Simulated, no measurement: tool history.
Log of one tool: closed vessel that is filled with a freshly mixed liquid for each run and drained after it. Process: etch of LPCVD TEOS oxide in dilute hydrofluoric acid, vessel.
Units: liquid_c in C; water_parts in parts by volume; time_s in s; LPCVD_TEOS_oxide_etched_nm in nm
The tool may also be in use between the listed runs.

run,day,liquid_c,water_parts,time_s,LPCVD_TEOS_oxide_etched_nm
1,0.000,20,195,345,38.348
2,0.175,20,245,345,29.505
3,0.458,20,245,345,29.256
4,0.529,17,245,345,26.176
5,0.717,17,175,345,38.680
6,0.833,17,195,345,34.345
7,1.150,17,210,345,31.490
8,1.392,17,220,345,29.762

The next listed run, before its measurement:
9,1.604,17,230,345,?

{"run 9": {"LPCVD_TEOS_oxide_etched_nm": 28.06}}

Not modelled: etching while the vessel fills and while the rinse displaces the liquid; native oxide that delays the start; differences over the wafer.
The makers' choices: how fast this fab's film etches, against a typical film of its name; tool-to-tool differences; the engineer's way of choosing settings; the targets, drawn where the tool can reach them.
